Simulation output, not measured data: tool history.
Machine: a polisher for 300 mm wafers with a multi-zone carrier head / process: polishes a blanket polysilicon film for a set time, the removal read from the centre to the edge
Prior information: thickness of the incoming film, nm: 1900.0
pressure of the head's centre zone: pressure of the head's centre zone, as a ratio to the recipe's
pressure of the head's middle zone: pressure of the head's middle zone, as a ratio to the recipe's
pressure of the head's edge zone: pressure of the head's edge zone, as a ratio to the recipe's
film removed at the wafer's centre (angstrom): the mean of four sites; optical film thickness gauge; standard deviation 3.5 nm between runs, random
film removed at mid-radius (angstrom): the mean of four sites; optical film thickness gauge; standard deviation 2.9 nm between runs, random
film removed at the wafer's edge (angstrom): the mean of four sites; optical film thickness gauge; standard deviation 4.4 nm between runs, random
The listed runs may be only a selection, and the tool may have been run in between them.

run	day	flow of slurry (ml/min)	pressure of the head's centre zone	pressure of the head's middle zone	pressure of the head's edge zone	polishing time (s)	film removed at the wafer's centre (angstrom)	film removed at mid-radius (angstrom)	film removed at the wafer's edge (angstrom)
1	0.000	275	1.00	1.00	1.00	41	4609.1	4477.5	4687.8
2	0.125	280	1.00	1.00	0.96	37	4136.5	4112.5	3969.7
3	0.333	275	0.98	0.95	0.93	35	3852.7	3696.1	3659.6
4	0.475	335	0.98	0.95	0.93	35	3941.7	3704.6	3843.4
5	0.542	335	1.05	0.95	0.93	35	4204.6	3797.6	3723.7
6	0.750	335	1.05	1.03	0.93	35	4223.3	3950.9	3846.8
7	1.050	335	1.02	0.99	0.90	33	3817.6	3692.8	3580.7
8	1.312	330	1.01	0.95	0.88	32	3664.6	3370.1	3524.7

Run 9, settings as shown, results not yet in. Your forecast:
9	1.562	310	1.02	0.97	0.87	31	?	?	?

{"run 9": {"film removed at the wafer's centre (angstrom)": 3548.7, "film removed at mid-radius (angstrom)": 3422.1, "film removed at the wafer's edge (angstrom)": 3328.7}}
